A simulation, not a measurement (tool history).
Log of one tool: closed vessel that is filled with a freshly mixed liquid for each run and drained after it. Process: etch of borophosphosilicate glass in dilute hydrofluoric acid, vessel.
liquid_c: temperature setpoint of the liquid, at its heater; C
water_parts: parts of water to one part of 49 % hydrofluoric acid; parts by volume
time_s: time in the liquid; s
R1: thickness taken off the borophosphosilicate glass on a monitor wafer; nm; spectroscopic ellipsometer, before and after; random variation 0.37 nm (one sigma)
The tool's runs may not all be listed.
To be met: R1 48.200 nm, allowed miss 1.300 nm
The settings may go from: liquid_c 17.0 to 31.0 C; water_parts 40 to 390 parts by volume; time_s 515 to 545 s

run 1 hour=0.0 | liquid_c=23.0 water_parts=215 time_s=515 | R1=76.353
run 2 hour=1.8 | liquid_c=23.0 water_parts=215 time_s=545 | R1=80.712
run 3 hour=9.4 | liquid_c=21.5 water_parts=215 time_s=545 | R1=75.851
run 4 hour=12.6 | liquid_c=21.5 water_parts=215 time_s=515 | R1=72.641
run 5 hour=15.3 | liquid_c=21.5 water_parts=180 time_s=515 | R1=87.776
run 6 hour=17.0 | liquid_c=20.0 water_parts=205 time_s=515 | R1=71.076
run 7 hour=24.5 | liquid_c=19.0 water_parts=220 time_s=515 | R1=64.261
run 8 hour=29.8 | liquid_c=18.5 water_parts=235 time_s=515 | R1=57.998
run 9 hour=32.7 | liquid_c=18.0 water_parts=245 time_s=515 | R1=53.582
run 10 hour=36.7 | liquid_c=17.5 water_parts=250 time_s=515 | R1=51.584
run 11 hour=37.7 | liquid_c=17.5 water_parts=255 time_s=515 | R1=49.735

4 next moves are on the table. One of them brings every result within its allowed miss. Which?
run A hour=38.7 | liquid_c=17.0 water_parts=250 time_s=545 | R1=?
run B hour=38.7 | liquid_c=17.5 water_parts=265 time_s=545 | R1=?
run C hour=38.7 | liquid_c=17.0 water_parts=265 time_s=525 | R1=?
run D hour=38.7 | liquid_c=17.0 water_parts=245 time_s=515 | R1=?

move=A R1=53.011
move=B R1=50.323
move=C R1=47.554
move=D R1=51.339
A: further off than the last run
B: further off than the last run
C: meets every target
D: further off than the last run
The right move is C.

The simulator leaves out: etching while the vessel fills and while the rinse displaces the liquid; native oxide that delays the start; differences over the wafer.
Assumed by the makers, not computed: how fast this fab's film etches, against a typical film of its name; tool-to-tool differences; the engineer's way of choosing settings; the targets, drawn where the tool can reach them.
